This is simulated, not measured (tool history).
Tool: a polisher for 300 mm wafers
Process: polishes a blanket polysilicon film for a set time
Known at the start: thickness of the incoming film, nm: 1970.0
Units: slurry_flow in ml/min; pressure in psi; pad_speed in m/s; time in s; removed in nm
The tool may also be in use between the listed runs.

run	day	slurry_flow	pressure	pad_speed	time	removed
1	0	150	3.2	1.26	81	822.93
2	0.342	150	3.2	1.56	81	1005.6
3	0.675	145	2.8	1.5	81	856.36
4	0.967	145	2.8	1.5	85	891.57
5	1.162	120	2.8	1.5	85	849.54
6	1.433	145	2.8	1.5	85	878.97
7	1.679	140	2.5	1.46	85	791.96
8	1.871	135	2.3	1.4	85	689.96

Predict the results of run 9:
9	1.912	135	2.3	1.4	85	?

Logged for run 9: removed 682.38 nm.

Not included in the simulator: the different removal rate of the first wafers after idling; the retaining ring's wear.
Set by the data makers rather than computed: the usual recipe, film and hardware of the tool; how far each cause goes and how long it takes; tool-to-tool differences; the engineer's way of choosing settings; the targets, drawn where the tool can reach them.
